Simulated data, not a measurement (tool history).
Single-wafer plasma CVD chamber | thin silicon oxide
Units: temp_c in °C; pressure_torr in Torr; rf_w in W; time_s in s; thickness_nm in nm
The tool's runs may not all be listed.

| run | hour | temp_c | pressure_torr | rf_w | time_s | thickness_nm |
|---|---|---|---|---|---|---|
| 1 | 0 | 405 | 0.816 | 315 | 5.24 | 10.249 |
| 2 | 6.6 | 405 | 0.816 | 315 | 5.24 | 10.163 |
| 3 | 8.4 | 405 | 0.745 | 315 | 5.24 | 9.5227 |
| 4 | 12.3 | 405 | 0.686 | 315 | 5.24 | 8.9615 |
| 5 | 20.2 | 405 | 0.647 | 315 | 5.24 | 8.5698 |
| 6 | 27.9 | 405 | 0.783 | 315 | 5.24 | 9.937 |
| 7 | 28.9 | 405 | 0.714 | 315 | 5.24 | 9.2287 |
| 8 | 32.5 | 405 | 0.666 | 315 | 5.24 | 8.7273 |
| 9 | 38.7 | 405 | 0.666 | 315 | 5.24 | 8.7118 |

Forecast run 10:
| 10 | 44.1 | 405 | 0.638 | 315 | 5.24 | ? |

Run 10 gave thickness_nm 8.4773 nm.
